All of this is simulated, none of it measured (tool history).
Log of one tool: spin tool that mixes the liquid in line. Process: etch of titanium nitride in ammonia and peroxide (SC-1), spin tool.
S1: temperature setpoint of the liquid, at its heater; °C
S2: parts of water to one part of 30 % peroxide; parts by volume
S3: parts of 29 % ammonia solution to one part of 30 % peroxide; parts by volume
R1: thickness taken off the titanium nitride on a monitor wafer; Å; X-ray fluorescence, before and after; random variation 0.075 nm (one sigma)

Run 1, hour 0: S1 52 °C, S2 25.5 parts by volume, S3 0.45 parts by volume, time under the liquid (s) 280. Result: R1 102.52 Å.
Run 2, hour 8.8: S1 52 °C, S2 25.5 parts by volume, S3 0.45 parts by volume, time under the liquid (s) 305. Result: R1 111.63 Å.
Run 3, hour 9.8: S1 51 °C, S2 25.5 parts by volume, S3 0.45 parts by volume, time under the liquid (s) 305. Result: R1 104.06 Å.
Run 4, hour 15.6: S1 50.5 °C, S2 25.5 parts by volume, S3 0.45 parts by volume, time under the liquid (s) 305. Result: R1 101.24 Å.
Run 5, hour 16.4: S1 50.5 °C, S2 25.5 parts by volume, S3 0.45 parts by volume, time under the liquid (s) 305. Result: R1 101.02 Å.
Run 6, hour 22.7: S1 50.5 °C, S2 21 parts by volume, S3 0.45 parts by volume, time under the liquid (s) 305. Result: R1 112.43 Å.
Run 7, hour 26.2: S1 50.5 °C, S2 21 parts by volume, S3 0.45 parts by volume, time under the liquid (s) 305. Result: R1 112.86 Å.
Run 8, hour 29.8: S1 49.5 °C, S2 21 parts by volume, S3 0.45 parts by volume, time under the liquid (s) 305. Result: R1 105.4 Å.
Run 9, hour 30.5: S1 49 °C, S2 21 parts by volume, S3 0.45 parts by volume, time under the liquid (s) 305. Result: R1 101.07 Å.

The next listed run, before its measurement:
Run 10, hour 31.6: S1 45.5 °C, S2 21 parts by volume, S3 0.45 parts by volume, time under the liquid (s) 305. Result: R1 ?.

{"run 10": {"R1": 78.924}}
